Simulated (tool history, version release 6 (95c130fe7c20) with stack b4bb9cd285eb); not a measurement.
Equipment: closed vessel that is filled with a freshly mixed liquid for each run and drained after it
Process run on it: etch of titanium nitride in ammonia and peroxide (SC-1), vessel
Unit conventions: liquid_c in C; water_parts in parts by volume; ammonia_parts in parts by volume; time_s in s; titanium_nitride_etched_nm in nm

| run | day | liquid_c | water_parts | ammonia_parts | time_s | titanium_nitride_etched_nm |
|---|---|---|---|---|---|---|
| 1 | 0 | 55 | 16.5 | 0.65 | 180 | 10.016 |
| 2 | 0.367 | 55 | 16.5 | 0.5 | 180 | 9.6082 |
| 3 | 0.704 | 50.5 | 16.5 | 0.5 | 180 | 7.1388 |
| 4 | 0.788 | 50.5 | 16.5 | 0.3 | 180 | 6.4498 |
| 5 | 1.142 | 51.5 | 16.5 | 0.3 | 180 | 6.8902 |
| 6 | 1.292 | 52 | 16.5 | 0.3 | 180 | 7.0562 |
| 7 | 1.354 | 52.5 | 16.5 | 0.3 | 180 | 7.379 |
|  | 1.454 | new drum of ammonia solution connected |
| 8 | 1.454 | 53 | 16.5 | 0.3 | 180 | 7.7642 |

Run 9 has not been measured yet. What should we expect?
| 9 | 1.5 | 53.5 | 16.5 | 0.3 | 180 | ? |

{"run 9": {"titanium_nitride_etched_nm": 8.1322}}
